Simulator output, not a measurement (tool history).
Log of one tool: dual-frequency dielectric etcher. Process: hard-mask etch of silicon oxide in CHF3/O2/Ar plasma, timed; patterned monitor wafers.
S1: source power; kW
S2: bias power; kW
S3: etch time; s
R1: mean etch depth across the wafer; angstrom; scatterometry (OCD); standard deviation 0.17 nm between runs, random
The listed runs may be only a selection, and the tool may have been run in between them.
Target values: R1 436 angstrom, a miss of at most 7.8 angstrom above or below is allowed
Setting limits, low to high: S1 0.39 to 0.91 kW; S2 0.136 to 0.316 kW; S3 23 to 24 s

Run 1, hour 0: S1 0.65 kW, S2 0.226 kW, S3 23 s. Result: R1 494.39 angstrom.
Run 2, hour 8: S1 0.65 kW, S2 0.226 kW, S3 23 s. Result: R1 493.21 angstrom.
Run 3, hour 11.7: S1 0.65 kW, S2 0.226 kW, S3 24 s. Result: R1 513.82 angstrom.
Run 4, hour 15.9: S1 0.59 kW, S2 0.221 kW, S3 24 s. Result: R1 486.79 angstrom.
Run 5, hour 24.1: S1 0.59 kW, S2 0.221 kW, S3 24 s. Result: R1 486.88 angstrom.
Run 6, hour 28.8: S1 0.56 kW, S2 0.22 kW, S3 24 s. Result: R1 474.75 angstrom.
Run 7, hour 35.1: S1 0.53 kW, S2 0.219 kW, S3 24 s. Result: R1 462.28 angstrom.
Run 8, hour 38.7: S1 0.51 kW, S2 0.218 kW, S3 24 s. Result: R1 451.39 angstrom.
Run 9, hour 44: S1 0.5 kW, S2 0.218 kW, S3 24 s. Result: R1 445.43 angstrom.

Exactly one of the 5 candidate moves below puts every result within its allowed miss. Which one?
Run A, hour 49.3: S1 0.5 kW, S2 0.208 kW, S3 23 s. Result: R1 ?.
Run B, hour 49.3: S1 0.47 kW, S2 0.226 kW, S3 23.5 s. Result: R1 ?.
Run C, hour 49.3: S1 0.45 kW, S2 0.243 kW, S3 24 s. Result: R1 ?.
Run D, hour 49.3: S1 0.47 kW, S2 0.275 kW, S3 23.5 s. Result: R1 ?.
Run E, hour 49.3: S1 0.43 kW, S2 0.247 kW, S3 23 s. Result: R1 ?.

move      R1
   A  418.38
   B  432.49
   C  448.28
   D  475.77
   E  423.66
A: carries the result that was furthest off beyond its target, to the other side
B: every result lands within tolerance
C: the biggest miss grows against the last run
D: the biggest miss grows against the last run
E: carries the result that was furthest off beyond its target, to the other side
B is the move that brings every result within its allowed miss.
